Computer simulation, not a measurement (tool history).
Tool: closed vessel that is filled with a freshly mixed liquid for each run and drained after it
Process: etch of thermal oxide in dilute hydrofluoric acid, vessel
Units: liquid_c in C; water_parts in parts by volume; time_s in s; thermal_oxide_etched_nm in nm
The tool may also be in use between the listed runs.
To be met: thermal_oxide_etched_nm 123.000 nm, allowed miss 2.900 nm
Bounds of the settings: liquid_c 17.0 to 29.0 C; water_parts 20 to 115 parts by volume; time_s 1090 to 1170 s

run  hour  liquid_c  water_parts  time_s  thermal_oxide_etched_nm
  1   0.0      21.0           65    1090                   78.579
  2   3.5      22.5           65    1090                   83.526
  3  11.2      24.0           65    1090                   88.946
  4  19.8      25.0           65    1090                   93.001
  5  28.5      25.0           65    1090                   92.799
  6  31.0      22.0           65    1090                   81.566
  7  34.4      23.5           65    1090                   86.461
  8  36.7      24.5           65    1090                   90.520
  9  45.0      25.5           65    1090                   94.596
 10  48.6      26.0           65    1090                   96.369
 11  51.6      26.5           65    1090                   98.300
 12  54.3      27.0           65    1090                   99.825
 13  58.0      27.5           65    1090                  102.430
 14  67.4      29.0           55    1090                  129.460
 15  69.1      28.5           55    1090                  127.730

5 next moves are on the table. One of them brings every result within its allowed miss. Which?
  A  70.8      28.5           55    1100                        ?
  B  70.8      29.0           60    1120                        ?
  C  70.8      28.5           55    1145                        ?
  D  70.8      27.5           55    1165                        ?
  E  70.8      29.0           60    1170                        ?

move  thermal_oxide_etched_nm
   A                  130.250
   B                  123.070
   C                  135.580
   D                  132.580
   E                  128.570
A: further off than the last run
B: meets every target
C: further off than the last run
D: further off than the last run
E: further off than the last run
Answer: B
